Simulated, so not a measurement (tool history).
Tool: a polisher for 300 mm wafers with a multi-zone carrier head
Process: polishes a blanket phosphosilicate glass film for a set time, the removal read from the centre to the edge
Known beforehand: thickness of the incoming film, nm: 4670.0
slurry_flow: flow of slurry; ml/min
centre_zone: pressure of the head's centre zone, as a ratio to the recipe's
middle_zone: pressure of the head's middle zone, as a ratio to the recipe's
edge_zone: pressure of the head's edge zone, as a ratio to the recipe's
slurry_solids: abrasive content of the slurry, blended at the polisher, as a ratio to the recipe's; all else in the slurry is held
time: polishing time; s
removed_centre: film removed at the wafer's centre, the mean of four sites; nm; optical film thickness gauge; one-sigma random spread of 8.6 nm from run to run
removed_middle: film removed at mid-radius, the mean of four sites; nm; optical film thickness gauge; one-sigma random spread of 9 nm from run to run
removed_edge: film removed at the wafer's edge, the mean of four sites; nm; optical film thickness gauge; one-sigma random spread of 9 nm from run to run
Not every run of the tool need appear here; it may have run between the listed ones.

{"run": 1, "hour": 0.0, "slurry_flow": 310, "centre_zone": 1, "middle_zone": 1, "edge_zone": 1, "slurry_solids": 1, "time": 59, "removed_centre": 564.7, "removed_middle": 549.03, "removed_edge": 556.39}
{"run": 2, "hour": 8.0, "slurry_flow": 310, "centre_zone": 1, "middle_zone": 1, "edge_zone": 1, "slurry_solids": 0.9, "time": 59, "removed_centre": 528.66, "removed_middle": 504.53, "removed_edge": 516.6}
{"run": 3, "hour": 11.8, "slurry_flow": 310, "centre_zone": 0.98, "middle_zone": 1.02, "edge_zone": 1.02, "slurry_solids": 0.95, "time": 59, "removed_centre": 524.56, "removed_middle": 543.87, "removed_edge": 538.48}
{"run": 4, "hour": 19.5, "slurry_flow": 310, "centre_zone": 0.9, "middle_zone": 1.02, "edge_zone": 1.02, "slurry_solids": 0.95, "time": 59, "removed_centre": 491.75, "removed_middle": 543.48, "removed_edge": 543.98}
{"run": 5, "hour": 21.4, "slurry_flow": 310, "centre_zone": 0.9, "middle_zone": 1.08, "edge_zone": 1.02, "slurry_solids": 0.95, "time": 59, "removed_centre": 488.73, "removed_middle": 577.68, "removed_edge": 541.47}
{"run": 6, "hour": 29.6, "slurry_flow": 310, "centre_zone": 0.97, "middle_zone": 1.08, "edge_zone": 1.02, "slurry_solids": 0.95, "time": 59, "removed_centre": 523.24, "removed_middle": 568.85, "removed_edge": 544.71}
{"run": 7, "hour": 30.8, "slurry_flow": 310, "centre_zone": 0.96, "middle_zone": 1.09, "edge_zone": 1.04, "slurry_solids": 1, "time": 59, "removed_centre": 523.58, "removed_middle": 589.54, "removed_edge": 554.48}
{"run": 8, "hour": 37.6, "slurry_flow": 310, "centre_zone": 0.95, "middle_zone": 1.09, "edge_zone": 1.05, "slurry_solids": 1.05, "time": 59, "removed_centre": 548.49, "removed_middle": 612.74, "removed_edge": 574.2}

Run 9 has not been measured yet. What should we expect?
{"run": 9, "hour": 43.8, "slurry_flow": 310, "centre_zone": 0.93, "middle_zone": 1.08, "edge_zone": 1.06, "slurry_solids": 1.1, "time": 59, "removed_centre": "?", "removed_middle": "?", "removed_edge": "?"}

removed_centre: 539.09 nm
removed_middle: 621.93 nm
removed_edge: 598.01 nm

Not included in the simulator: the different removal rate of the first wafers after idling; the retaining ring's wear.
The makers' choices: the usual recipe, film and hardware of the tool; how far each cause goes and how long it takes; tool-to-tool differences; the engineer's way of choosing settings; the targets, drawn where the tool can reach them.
